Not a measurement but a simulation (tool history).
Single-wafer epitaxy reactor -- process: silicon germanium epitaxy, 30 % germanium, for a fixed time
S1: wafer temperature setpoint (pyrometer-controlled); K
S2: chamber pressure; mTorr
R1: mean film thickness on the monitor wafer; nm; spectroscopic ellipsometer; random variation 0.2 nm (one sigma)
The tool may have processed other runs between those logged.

{"run": 1, "day": 0.0, "S1": 853.15, "S2": 26000, "R1": 45.371}
{"run": 2, "day": 0.229, "S1": 853.15, "S2": 30000, "R1": 47.985}
{"run": 3, "day": 0.325, "S1": 853.15, "S2": 25600, "R1": 45.473}
{"run": 4, "day": 0.642, "S1": 843.15, "S2": 25600, "R1": 37.689}
{"run": 5, "day": 1.008, "S1": 835.15, "S2": 25600, "R1": 32.181}
{"run": 6, "day": 1.321, "S1": 836.15, "S2": 25600, "R1": 32.913}

What does the tool deliver on the next run?
{"run": 7, "day": 1.367, "S1": 837.15, "S2": 25600, "R1": "?"}

Run 7 gave R1 33.563 nm.

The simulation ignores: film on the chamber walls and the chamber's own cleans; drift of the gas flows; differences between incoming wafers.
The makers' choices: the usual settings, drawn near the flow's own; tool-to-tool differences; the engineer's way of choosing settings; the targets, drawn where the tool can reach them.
